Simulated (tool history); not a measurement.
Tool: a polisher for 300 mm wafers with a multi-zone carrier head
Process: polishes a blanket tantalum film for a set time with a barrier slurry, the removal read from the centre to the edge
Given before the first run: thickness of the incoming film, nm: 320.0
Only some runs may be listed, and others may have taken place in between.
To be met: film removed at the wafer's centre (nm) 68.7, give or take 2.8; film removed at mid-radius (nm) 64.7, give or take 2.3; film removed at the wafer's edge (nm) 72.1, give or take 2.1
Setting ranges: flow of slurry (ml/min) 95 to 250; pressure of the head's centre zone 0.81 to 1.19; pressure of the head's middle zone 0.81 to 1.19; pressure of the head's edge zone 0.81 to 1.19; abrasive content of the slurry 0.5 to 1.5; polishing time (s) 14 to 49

run,hour,flow of slurry (ml/min),pressure of the head's centre zone,pressure of the head's middle zone,pressure of the head's edge zone,abrasive content of the slurry,polishing time (s),film removed at the wafer's centre (nm),film removed at mid-radius (nm),film removed at the wafer's edge (nm)
1,0,160,1,1,1,1,31,64.128,63.717,62.759
2,4.2,160,1,1,1,1,24,49.243,49.79,48.585
3,11.6,165,1,0.99,1.05,1.15,25,52.48,54.059,54.875
4,14.2,145,1,0.99,1.05,1.15,25,51.525,52.527,52.945
5,22.8,170,1.03,0.98,1.09,1.25,25,57.247,54.383,56.499
6,29.3,185,1.02,0.97,1.12,1.3,26,59.6,57.807,60.849
7,33.9,195,1.02,0.96,1.14,1.35,27,61.86,60.572,62.685
8,40.6,185,1.02,0.94,1.15,1.4,28,65.083,60.984,66.871
9,45.8,190,1.02,0.94,1.16,1.45,28,65.533,61.415,67.248
10,50.5,205,1,0.93,1.19,1.5,30,70.757,66.924,74.122

Of the 5 settings listed for the next run, only one would bring every result within its allowed miss of target. Which one?
A,55.2,215,1,0.91,1.17,1.45,29,?,?,?
B,55.2,245,1.02,1,1.13,1.45,30,?,?,?
C,55.2,250,0.93,0.89,1.09,1.5,32,?,?,?
D,55.2,205,0.95,0.99,1.19,1.4,29,?,?,?
E,55.2,185,0.96,0.86,1.19,1.45,32,?,?,?

move,film removed at the wafer's centre (nm),film removed at mid-radius (nm),film removed at the wafer's edge (nm)
A,68.734,64.899,72.507
B,73.794,72.78,74.418
C,72.359,72.293,78.723
D,64.392,67.931,72.227
E,71.246,67.633,79.653
A: all results in spec
B: misses by more than the last run did
C: misses by more than the last run did
D: misses by more than the last run did
E: misses by more than the last run did
Correct choice: A, which meets every target

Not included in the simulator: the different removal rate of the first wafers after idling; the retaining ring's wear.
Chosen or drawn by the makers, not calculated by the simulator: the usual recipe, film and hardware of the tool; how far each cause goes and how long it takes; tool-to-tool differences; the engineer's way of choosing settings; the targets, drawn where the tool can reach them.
